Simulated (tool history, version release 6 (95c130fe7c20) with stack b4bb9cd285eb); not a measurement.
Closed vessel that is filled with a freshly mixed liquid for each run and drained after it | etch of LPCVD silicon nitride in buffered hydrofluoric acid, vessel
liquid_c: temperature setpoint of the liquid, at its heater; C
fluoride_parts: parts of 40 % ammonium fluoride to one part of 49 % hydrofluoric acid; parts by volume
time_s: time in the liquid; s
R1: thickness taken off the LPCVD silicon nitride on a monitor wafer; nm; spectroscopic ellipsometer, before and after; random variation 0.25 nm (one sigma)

run 1 hour=0 | liquid_c=24 fluoride_parts=10 time_s=2830 | R1=39.975
run 2 hour=4 | liquid_c=27 fluoride_parts=10 time_s=2830 | R1=47.188
run 3 hour=5.3 | liquid_c=25 fluoride_parts=10 time_s=2830 | R1=42.046
run 4 hour=13.7 | liquid_c=28.5 fluoride_parts=10 time_s=2830 | R1=50.969
run 5 hour=17.5 | liquid_c=27 fluoride_parts=10 time_s=2830 | R1=47.327
run 6 hour=25.1 | liquid_c=27 fluoride_parts=8.5 time_s=2830 | R1=52.698
run 7 hour=27.7 | liquid_c=25.5 fluoride_parts=8.5 time_s=2830 | R1=48.745
run 8 hour=32.4 | liquid_c=24.5 fluoride_parts=8.5 time_s=2830 | R1=47.464

The next listed run, before its measurement:
run 9 hour=35.3 | liquid_c=23.5 fluoride_parts=8.5 time_s=2830 | R1=?

{"run 9": {"R1": 44.012}}
